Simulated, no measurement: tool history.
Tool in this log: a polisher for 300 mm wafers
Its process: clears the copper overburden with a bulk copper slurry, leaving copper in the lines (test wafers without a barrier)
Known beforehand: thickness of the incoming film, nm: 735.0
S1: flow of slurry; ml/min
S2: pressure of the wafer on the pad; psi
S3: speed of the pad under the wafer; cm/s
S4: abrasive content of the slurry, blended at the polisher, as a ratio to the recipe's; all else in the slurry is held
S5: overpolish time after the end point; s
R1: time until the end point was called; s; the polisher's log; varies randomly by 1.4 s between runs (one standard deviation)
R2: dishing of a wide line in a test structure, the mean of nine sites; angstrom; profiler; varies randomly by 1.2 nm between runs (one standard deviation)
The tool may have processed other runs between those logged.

run  hour   S1   S2   S3   S4  S5       R1      R2
  1   0.0  285  2.0  116  1.0  11  124.160  406.46
  2   0.7  285  1.5  116  1.0  11  166.130  322.63
  3   2.6  285  1.8  118  1.0  11  134.900  376.18
  4   3.5  285  2.0  120  1.0  11  119.390  423.29
  5   4.8  285  2.0  120  1.2  11  113.690  445.37
  6   6.5  285  2.0  120  1.2   8  114.430  342.99
  7   7.5  285  2.2  120  1.2   8  104.960  372.18
  8   9.6  285  2.4  120  1.2   8   96.554  393.43
  9  12.3  285  2.5  122  1.2   8   86.444  434.48
 10  13.0  285  2.6  122  1.2   8   89.483  435.76
 11  18.1  285  2.7  124  1.2   8   84.170  429.82
 12  26.8  285  2.8  126  1.2   9   77.723  496.57

Estimate the outcome of run 13 from the log above:
 13  28.4  285  2.9  126  1.2   9   ?   ?

Run 13 measured R1 75.446 s, R2 522.75 angstrom.

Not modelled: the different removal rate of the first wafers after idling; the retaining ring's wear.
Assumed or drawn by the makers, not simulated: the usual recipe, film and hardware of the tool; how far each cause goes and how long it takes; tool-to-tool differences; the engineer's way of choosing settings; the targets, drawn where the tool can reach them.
